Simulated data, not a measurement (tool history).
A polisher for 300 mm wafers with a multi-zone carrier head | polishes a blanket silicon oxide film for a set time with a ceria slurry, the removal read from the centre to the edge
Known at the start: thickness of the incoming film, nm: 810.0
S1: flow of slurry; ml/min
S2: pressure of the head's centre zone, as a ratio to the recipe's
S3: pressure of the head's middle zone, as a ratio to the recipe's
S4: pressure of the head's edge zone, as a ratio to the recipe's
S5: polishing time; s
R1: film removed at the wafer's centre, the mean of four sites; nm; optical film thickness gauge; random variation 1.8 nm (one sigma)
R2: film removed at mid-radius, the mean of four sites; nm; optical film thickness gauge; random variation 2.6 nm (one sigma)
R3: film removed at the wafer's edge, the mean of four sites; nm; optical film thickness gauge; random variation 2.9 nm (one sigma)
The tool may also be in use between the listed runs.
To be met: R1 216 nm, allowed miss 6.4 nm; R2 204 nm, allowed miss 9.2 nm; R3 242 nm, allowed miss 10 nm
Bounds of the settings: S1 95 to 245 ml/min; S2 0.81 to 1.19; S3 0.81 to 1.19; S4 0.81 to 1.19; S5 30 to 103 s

Run 1, hour 0: S1 155 ml/min, S2 1, S3 1, S4 1, S5 66 s. Result: R1 295.09 nm, R2 296.31 nm, R3 298.78 nm.
Run 2, hour 7.3: S1 150 ml/min, S2 0.99, S3 0.98, S4 1, S5 65 s. Result: R1 286.25 nm, R2 274.82 nm, R3 283.34 nm.
Run 3, hour 16.2: S1 150 ml/min, S2 0.99, S3 0.98, S4 0.97, S5 65 s. Result: R1 284.5 nm, R2 274.9 nm, R3 285.11 nm.
Run 4, hour 22.9: S1 150 ml/min, S2 0.99, S3 0.98, S4 0.91, S5 65 s. Result: R1 285.59 nm, R2 284.1 nm, R3 271.99 nm.
Run 5, hour 24: S1 145 ml/min, S2 0.97, S3 0.96, S4 0.91, S5 65 s. Result: R1 279.79 nm, R2 272.4 nm, R3 270.9 nm.
Run 6, hour 27.7: S1 145 ml/min, S2 1.05, S3 0.96, S4 0.91, S5 65 s. Result: R1 292.29 nm, R2 276 nm, R3 281.09 nm.
Run 7, hour 30.4: S1 140 ml/min, S2 1.03, S3 0.95, S4 0.93, S5 64 s. Result: R1 283.37 nm, R2 261.74 nm, R3 264.35 nm.
Run 8, hour 33.1: S1 140 ml/min, S2 1, S3 0.95, S4 0.96, S5 63 s. Result: R1 274.4 nm, R2 252.85 nm, R3 272.51 nm.
Run 9, hour 41.8: S1 135 ml/min, S2 0.98, S3 0.95, S4 0.96, S5 62 s. Result: R1 265.94 nm, R2 250.66 nm, R3 259.01 nm.
Run 10, hour 43.6: S1 135 ml/min, S2 0.96, S3 0.95, S4 0.99, S5 61 s. Result: R1 257.7 nm, R2 254.29 nm, R3 267.31 nm.
Run 11, hour 48.4: S1 130 ml/min, S2 0.95, S3 0.93, S4 0.99, S5 60 s. Result: R1 246.52 nm, R2 238.43 nm, R3 255.39 nm.
Run 12, hour 49.4: S1 125 ml/min, S2 0.94, S3 0.92, S4 0.99, S5 60 s. Result: R1 238.91 nm, R2 235.44 nm, R3 256.33 nm.
Run 13, hour 54.9: S1 125 ml/min, S2 0.94, S3 0.91, S4 0.99, S5 60 s. Result: R1 243.75 nm, R2 231.25 nm, R3 255.81 nm.

Which of these 5 next moves meets every target?
Run A, hour 60.4: S1 130 ml/min, S2 0.9, S3 0.85, S4 1.04, S5 55 s. Result: R1 ?, R2 ?, R3 ?.
Run B, hour 60.4: S1 120 ml/min, S2 0.9, S3 0.94, S4 1.05, S5 55 s. Result: R1 ?, R2 ?, R3 ?.
Run C, hour 60.4: S1 110 ml/min, S2 0.9, S3 1.02, S4 0.91, S5 53 s. Result: R1 ?, R2 ?, R3 ?.
Run D, hour 60.4: S1 165 ml/min, S2 0.81, S3 1.02, S4 1, S5 58 s. Result: R1 ?, R2 ?, R3 ?.
Run E, hour 60.4: S1 95 ml/min, S2 0.83, S3 0.97, S4 1.13, S5 67 s. Result: R1 ?, R2 ?, R3 ?.

move      R1      R2      R3
   A  217.11  203.88  242.99
   B  213.18  217.97  241.03
   C  201.05  220.74  213.81
   D  222.37  261.52  258.71
   E  229.36   258.1  293.32
A: meets every target
B: brings the result that was furthest off to its target, and leaves another outside
C: takes the result that was furthest off past its target
D: brings the result that was furthest off to its target, and leaves another outside
E: further off than the last run
Move A is the one to make.
